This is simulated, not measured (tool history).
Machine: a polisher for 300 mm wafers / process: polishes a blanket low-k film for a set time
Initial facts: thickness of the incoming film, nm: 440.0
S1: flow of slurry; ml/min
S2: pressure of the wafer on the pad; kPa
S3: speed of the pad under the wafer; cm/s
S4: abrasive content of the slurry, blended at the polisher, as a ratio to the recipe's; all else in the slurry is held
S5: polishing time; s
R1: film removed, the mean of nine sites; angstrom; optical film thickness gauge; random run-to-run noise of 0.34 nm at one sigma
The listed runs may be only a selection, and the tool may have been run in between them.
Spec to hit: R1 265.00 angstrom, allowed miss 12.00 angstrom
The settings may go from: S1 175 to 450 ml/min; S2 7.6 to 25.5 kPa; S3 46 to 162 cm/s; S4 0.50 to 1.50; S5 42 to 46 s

run  hour   S1    S2   S3    S4  S5      R1
  1   0.0  290  16.5  104  1.00  46  199.73
  2   7.8  290  17.2  104  1.00  46  206.51
  3   9.0  290  17.9  104  1.00  46  216.03
  4  14.7  290  18.6  104  1.00  46  221.25
  5  20.1  290  19.3  104  1.00  46  230.85
  6  21.1  290  20.0  104  1.00  46  237.48
  7  24.5  290  20.7  104  1.00  46  244.04
  8  26.6  290  21.4  104  1.00  46  251.12

Of the 4 settings listed for the next run, only one would bring every result within its allowed miss of target. Which one?
  A  28.7  335  22.8   92  1.10  43   ?
  B  28.7  295  21.4  116  1.10  46   ?
  C  28.7  275  21.4  100  0.90  46   ?
  D  28.7  270  22.1  110  0.95  46   ?

move      R1
   A  234.38
   B  283.50
   C  228.77
   D  259.41
A: the biggest miss grows against the last run
B: the result that was furthest off in the last run now lies on the other side of its target
C: the biggest miss grows against the last run
D: in spec on every target
So the answer is move D, the one that meets all the targets.
